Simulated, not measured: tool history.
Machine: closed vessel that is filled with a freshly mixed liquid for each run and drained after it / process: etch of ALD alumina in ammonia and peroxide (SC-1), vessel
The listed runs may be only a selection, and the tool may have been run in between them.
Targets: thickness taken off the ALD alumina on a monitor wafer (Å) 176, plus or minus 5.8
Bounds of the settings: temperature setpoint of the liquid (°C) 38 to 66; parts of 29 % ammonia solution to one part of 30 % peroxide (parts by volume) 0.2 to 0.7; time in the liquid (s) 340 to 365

run	hour	temperature setpoint of the liquid (°C)	parts of 29 % ammonia solution to one part of 30 % peroxide (parts by volume)	time in the liquid (s)	thickness taken off the ALD alumina on a monitor wafer (Å)
1	0	50	0.4	340	132.84
2	1.9	43	0.4	340	89.756
3	10	38	0.4	340	65.84
4	11.4	42.5	0.4	340	86.931
5	12.1	38	0.4	340	67.087
6	13.1	44.5	0.4	340	96.065
7	18.9	47.5	0.4	340	113.19
8	27.4	49.5	0.4	340	127.95
9	34.4	49.5	0.4	340	127.7
10	40.3	51	0.4	340	139.64
11	42.1	52	0.4	340	147.49
12	49.6	53	0.4	340	155.91
13	54.6	53.5	0.4	340	161.44
14	58	54	0.4	340	163.45
15	60.6	54.5	0.4	340	168.85

Next run, 4 choices. One meets every target within its allowed miss, the rest don't. Which?
A	63.2	52	0.4	340	?
B	63.2	53.5	0.3	360	?
C	63.2	55	0.5	340	?
D	63.2	52	0.55	360	?

move	thickness taken off the ALD alumina on a monitor wafer (Å)
A	149.09
B	166.56
C	178.89
D	162.7
A: its largest miss is bigger than the last run's
B: its largest miss is bigger than the last run's
C: every result within its allowed miss
D: its largest miss is bigger than the last run's
Go with C: it meets all targets.
